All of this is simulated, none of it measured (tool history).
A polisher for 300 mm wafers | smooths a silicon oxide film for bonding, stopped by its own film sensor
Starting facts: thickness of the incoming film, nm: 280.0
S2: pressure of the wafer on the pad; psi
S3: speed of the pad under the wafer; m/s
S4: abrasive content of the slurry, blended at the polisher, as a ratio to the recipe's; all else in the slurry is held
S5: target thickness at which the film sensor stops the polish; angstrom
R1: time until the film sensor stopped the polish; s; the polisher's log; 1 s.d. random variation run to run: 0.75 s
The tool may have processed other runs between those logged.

{"run": 1, "day": 0.0, "flow of slurry (ml/min)": 215, "S2": 1.6, "S3": 0.88, "S4": 1.0, "S5": 2310, "R1": 92.643}
{"run": 2, "day": 0.033, "flow of slurry (ml/min)": 215, "S2": 1.8, "S3": 0.88, "S4": 1.0, "S5": 2310, "R1": 82.421}
{"run": 3, "day": 0.25, "flow of slurry (ml/min)": 215, "S2": 1.8, "S3": 0.88, "S4": 1.1, "S5": 2310, "R1": 81.55}
{"run": 4, "day": 0.479, "flow of slurry (ml/min)": 215, "S2": 1.6, "S3": 0.88, "S4": 1.1, "S5": 2310, "R1": 92.191}
{"run": 5, "day": 0.55, "flow of slurry (ml/min)": 170, "S2": 1.6, "S3": 0.88, "S4": 1.1, "S5": 2310, "R1": 96.465}
{"run": 6, "day": 0.6, "flow of slurry (ml/min)": 205, "S2": 1.6, "S3": 0.88, "S4": 1.1, "S5": 2310, "R1": 93.499}
{"run": 7, "day": 0.95, "flow of slurry (ml/min)": 220, "S2": 2.1, "S3": 0.92, "S4": 1.1, "S5": 2310, "R1": 67.823}

Run 8 comes next. What will it give?
{"run": 8, "day": 1.138, "flow of slurry (ml/min)": 225, "S2": 2.2, "S3": 0.92, "S4": 1.1, "S5": 2310, "R1": "?"}

R1: 64.144 s
